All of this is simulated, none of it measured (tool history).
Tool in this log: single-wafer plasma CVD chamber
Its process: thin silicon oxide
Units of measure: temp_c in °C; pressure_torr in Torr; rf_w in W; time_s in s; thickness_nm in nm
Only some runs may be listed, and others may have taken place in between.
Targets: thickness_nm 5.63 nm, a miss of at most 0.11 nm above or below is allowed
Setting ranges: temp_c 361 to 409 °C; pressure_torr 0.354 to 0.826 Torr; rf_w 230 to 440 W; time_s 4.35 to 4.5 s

run	hour	temp_c	pressure_torr	rf_w	time_s	thickness_nm
1	0	385	0.59	335	4.35	6.5164
2	2.2	385	0.59	355	4.35	6.6036
3	3.3	376	0.59	355	4.35	6.6957
4	4.9	376	0.57	355	4.35	6.4918
5	7.2	376	0.553	355	4.35	6.3482
6	12	376	0.553	315	4.35	6.1131
7	15.6	377	0.543	315	4.35	6.1034
8	22.4	377	0.532	315	4.35	5.9256
9	25.1	377	0.526	315	4.35	5.8922
10	27.4	377	0.526	315	4.35	5.8774
11	36.4	377	0.521	315	4.35	5.868
12	37.4	377	0.515	315	4.35	5.834
13	42.5	377	0.51	315	4.35	5.8226

Which of these 5 next moves meets every target?
A	47.6	378	0.506	300	4.35	?
B	47.6	374	0.528	275	4.5	?
C	47.6	376	0.507	345	4.35	?
D	47.6	379	0.489	335	4.5	?
E	47.6	375	0.5	320	4.5	?

move	thickness_nm
A	5.6169
B	5.8728
C	5.8431
D	5.8323
E	5.8687
A: each result inside its tolerance
B: lands further from the targets than the last run did
C: lands further from the targets than the last run did
D: lands further from the targets than the last run did
E: lands further from the targets than the last run did
A is the move that brings every result within its allowed miss.
